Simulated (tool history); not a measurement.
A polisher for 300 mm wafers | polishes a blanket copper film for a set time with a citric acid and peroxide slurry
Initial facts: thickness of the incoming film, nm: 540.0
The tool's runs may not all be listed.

run,day,flow of slurry (ml/min),pressure of the wafer on the pad (psi),speed of the pad under the wafer (m/s),abrasive content of the slurry,polishing time (s),film removed (angstrom)
1,0,205,3.2,1.1,1,67,2059
2,0.142,210,3.4,1.1,1,67,2215
3,0.383,215,3.6,1.1,1,67,2321.1
4,0.467,215,3.6,0.9,1,67,1893.9
5,0.812,215,3.8,0.94,1,67,2111.8
6,0.992,215,4,0.96,1,67,2257.5
7,1.267,215,4.1,1,1,67,2382.7

The next listed run, before its measurement:
8,1.325,220,4.2,1.04,1,67,?

film removed (angstrom): 2558.7

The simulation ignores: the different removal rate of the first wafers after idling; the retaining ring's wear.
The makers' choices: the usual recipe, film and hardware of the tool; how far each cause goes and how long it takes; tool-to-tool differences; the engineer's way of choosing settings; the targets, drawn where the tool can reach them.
